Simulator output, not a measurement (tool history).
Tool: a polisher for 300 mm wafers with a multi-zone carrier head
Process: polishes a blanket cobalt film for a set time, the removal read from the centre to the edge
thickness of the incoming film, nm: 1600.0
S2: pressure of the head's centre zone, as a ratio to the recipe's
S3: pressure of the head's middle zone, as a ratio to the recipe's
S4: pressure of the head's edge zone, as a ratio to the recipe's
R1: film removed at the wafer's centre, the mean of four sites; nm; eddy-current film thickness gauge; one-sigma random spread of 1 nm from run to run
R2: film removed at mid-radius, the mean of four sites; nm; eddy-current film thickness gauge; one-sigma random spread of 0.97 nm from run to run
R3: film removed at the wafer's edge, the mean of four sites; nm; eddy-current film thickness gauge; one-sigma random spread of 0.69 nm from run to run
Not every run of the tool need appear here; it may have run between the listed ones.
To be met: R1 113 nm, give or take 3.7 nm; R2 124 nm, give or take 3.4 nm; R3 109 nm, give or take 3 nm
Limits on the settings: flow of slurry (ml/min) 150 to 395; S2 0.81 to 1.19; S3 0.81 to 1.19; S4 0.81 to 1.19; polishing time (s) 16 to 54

Run 1, hour 0: flow of slurry (ml/min) 250, S2 1, S3 1, S4 1, polishing time (s) 35. Result: R1 143.8 nm, R2 145.44 nm, R3 136.7 nm.
Run 2, hour 8.2: flow of slurry (ml/min) 245, S2 0.98, S3 1, S4 0.97, polishing time (s) 34. Result: R1 139.61 nm, R2 142.91 nm, R3 131.04 nm.
Run 3, hour 12.5: flow of slurry (ml/min) 245, S2 0.98, S3 1, S4 0.97, polishing time (s) 31. Result: R1 125.78 nm, R2 127.92 nm, R3 118.88 nm.
Run 4, hour 16.7: flow of slurry (ml/min) 235, S2 0.97, S3 1, S4 0.95, polishing time (s) 31. Result: R1 124.95 nm, R2 128.34 nm, R3 117.94 nm.
Run 5, hour 22.1: flow of slurry (ml/min) 230, S2 0.96, S3 1, S4 0.93, polishing time (s) 31. Result: R1 122.62 nm, R2 127.68 nm, R3 115.53 nm.
Run 6, hour 29.6: flow of slurry (ml/min) 230, S2 1, S3 1, S4 0.93, polishing time (s) 31. Result: R1 127.72 nm, R2 129.48 nm, R3 116.66 nm.
Run 7, hour 33.7: flow of slurry (ml/min) 185, S2 0.9, S3 1.01, S4 0.87, polishing time (s) 30. Result: R1 106.63 nm, R2 120.57 nm, R3 107.12 nm.
Run 8, hour 38.7: flow of slurry (ml/min) 230, S2 0.94, S3 1.01, S4 0.87, polishing time (s) 30. Result: R1 116.37 nm, R2 125.18 nm, R3 109.88 nm.
Run 9, hour 45.2: flow of slurry (ml/min) 225, S2 0.94, S3 1.01, S4 0.87, polishing time (s) 30. Result: R1 115.75 nm, R2 125.24 nm, R3 109.43 nm.

Which single option among these 5 for the next run brings every result within its allowed miss of target? Just one does.
Run A, hour 51.7: flow of slurry (ml/min) 175, S2 0.88, S3 1.06, S4 0.91, polishing time (s) 30. Result: R1 ?, R2 ?, R3 ?.
Run B, hour 51.7: flow of slurry (ml/min) 160, S2 0.98, S3 1.09, S4 0.98, polishing time (s) 30. Result: R1 ?, R2 ?, R3 ?.
Run C, hour 51.7: flow of slurry (ml/min) 235, S2 1.01, S3 1.07, S4 0.9, polishing time (s) 29. Result: R1 ?, R2 ?, R3 ?.
Run D, hour 51.7: flow of slurry (ml/min) 330, S2 0.98, S3 1, S4 0.93, polishing time (s) 29. Result: R1 ?, R2 ?, R3 ?.
Run E, hour 51.7: flow of slurry (ml/min) 185, S2 0.99, S3 1.01, S4 0.86, polishing time (s) 31. Result: R1 ?, R2 ?, R3 ?.

move      R1      R2      R3
   A  105.22  125.21  107.52
   B  113.33  125.78  109.28
   C  121.31  128.01  107.25
   D  123.18  125.63  111.99
   E  122.05  125.44  109.59
A: moves the result that the last run missed by most past its target, out the other side
B: hits every target within its allowed miss
C: lands further from the targets than the last run did
D: lands further from the targets than the last run did
E: lands further from the targets than the last run did
B is the move that brings every result within its allowed miss.

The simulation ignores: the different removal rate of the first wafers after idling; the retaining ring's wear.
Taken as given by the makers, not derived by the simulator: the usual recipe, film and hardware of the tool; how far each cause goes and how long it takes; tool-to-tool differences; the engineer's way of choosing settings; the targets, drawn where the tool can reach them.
